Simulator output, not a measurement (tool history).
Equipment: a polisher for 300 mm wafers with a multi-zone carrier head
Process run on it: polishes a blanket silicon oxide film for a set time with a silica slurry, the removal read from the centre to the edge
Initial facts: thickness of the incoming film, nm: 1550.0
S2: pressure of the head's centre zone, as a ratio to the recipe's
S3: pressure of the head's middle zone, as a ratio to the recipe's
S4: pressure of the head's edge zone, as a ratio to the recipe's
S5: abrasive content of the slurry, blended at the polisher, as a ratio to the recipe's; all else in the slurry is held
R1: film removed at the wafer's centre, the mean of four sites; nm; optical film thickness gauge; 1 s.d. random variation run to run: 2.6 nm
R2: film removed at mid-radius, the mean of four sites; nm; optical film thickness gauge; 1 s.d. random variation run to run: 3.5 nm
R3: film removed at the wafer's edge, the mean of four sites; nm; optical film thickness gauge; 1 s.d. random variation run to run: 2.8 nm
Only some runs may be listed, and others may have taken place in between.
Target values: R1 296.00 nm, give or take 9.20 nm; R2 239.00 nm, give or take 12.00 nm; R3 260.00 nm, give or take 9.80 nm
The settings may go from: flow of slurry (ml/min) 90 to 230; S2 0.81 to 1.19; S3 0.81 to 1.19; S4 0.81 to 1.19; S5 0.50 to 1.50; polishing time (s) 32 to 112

run 1 hour=0.0 | flow_of_slurry_(ml/min)=150 S2=1.00 S3=1.00 S4=1.00 S5=1.00 polishing_time_(s)=72 | R1=166.90 R2=167.31 R3=167.84
run 2 hour=3.4 | flow_of_slurry_(ml/min)=150 S2=1.00 S3=1.00 S4=1.05 S5=1.00 polishing_time_(s)=72 | R1=168.41 R2=161.98 R3=170.79
run 3 hour=5.5 | flow_of_slurry_(ml/min)=160 S2=1.04 S3=1.01 S4=1.07 S5=1.15 polishing_time_(s)=75 | R1=192.13 R2=185.85 R3=190.42
run 4 hour=10.8 | flow_of_slurry_(ml/min)=170 S2=1.08 S3=0.99 S4=1.09 S5=1.25 polishing_time_(s)=78 | R1=215.65 R2=191.90 R3=200.36
run 5 hour=12.0 | flow_of_slurry_(ml/min)=150 S2=1.08 S3=0.99 S4=1.09 S5=1.25 polishing_time_(s)=78 | R1=212.14 R2=185.56 R3=204.18
run 6 hour=17.9 | flow_of_slurry_(ml/min)=150 S2=1.11 S3=1.00 S4=1.09 S5=1.30 polishing_time_(s)=81 | R1=231.32 R2=199.71 R3=212.55
run 7 hour=23.3 | flow_of_slurry_(ml/min)=150 S2=1.13 S3=1.00 S4=1.10 S5=1.35 polishing_time_(s)=84 | R1=239.42 R2=212.23 R3=226.32
run 8 hour=28.0 | flow_of_slurry_(ml/min)=160 S2=1.15 S3=0.99 S4=1.11 S5=1.40 polishing_time_(s)=86 | R1=259.72 R2=213.00 R3=240.93
run 9 hour=31.8 | flow_of_slurry_(ml/min)=170 S2=1.16 S3=1.00 S4=1.11 S5=1.45 polishing_time_(s)=87 | R1=271.99 R2=229.71 R3=244.52
run 10 hour=35.3 | flow_of_slurry_(ml/min)=175 S2=1.17 S3=1.00 S4=1.12 S5=1.45 polishing_time_(s)=88 | R1=276.32 R2=226.08 R3=248.99
run 11 hour=43.0 | flow_of_slurry_(ml/min)=175 S2=1.18 S3=1.00 S4=1.12 S5=1.45 polishing_time_(s)=89 | R1=281.17 R2=237.85 R3=254.85
run 12 hour=47.9 | flow_of_slurry_(ml/min)=180 S2=1.18 S3=0.99 S4=1.11 S5=1.45 polishing_time_(s)=89 | R1=281.31 R2=230.13 R3=250.09

Which single option among these 4 for the next run brings every result within its allowed miss of target? Just one does.
run A hour=52.8 | flow_of_slurry_(ml/min)=150 S2=1.04 S3=1.03 S4=1.13 S5=1.30 polishing_time_(s)=103 | R1=? R2=? R3=?
run B hour=52.8 | flow_of_slurry_(ml/min)=215 S2=1.19 S3=0.98 S4=1.15 S5=1.40 polishing_time_(s)=91 | R1=? R2=? R3=?
run C hour=52.8 | flow_of_slurry_(ml/min)=180 S2=1.19 S3=0.89 S4=1.13 S5=1.45 polishing_time_(s)=92 | R1=? R2=? R3=?
run D hour=52.8 | flow_of_slurry_(ml/min)=205 S2=1.10 S3=1.02 S4=1.19 S5=1.45 polishing_time_(s)=98 | R1=? R2=? R3=?

move=A R1=269.20 R2=264.55 R3=284.07
move=B R1=293.55 R2=240.09 R3=268.40
move=C R1=292.94 R2=221.78 R3=268.13
move=D R1=293.69 R2=269.14 R3=296.21
A: the biggest miss grows against the last run
B: every result within its allowed miss
C: corrects the largest miss of the last run, while another result sits out of spec
D: corrects the largest miss of the last run, while another result sits out of spec
The right move is B.
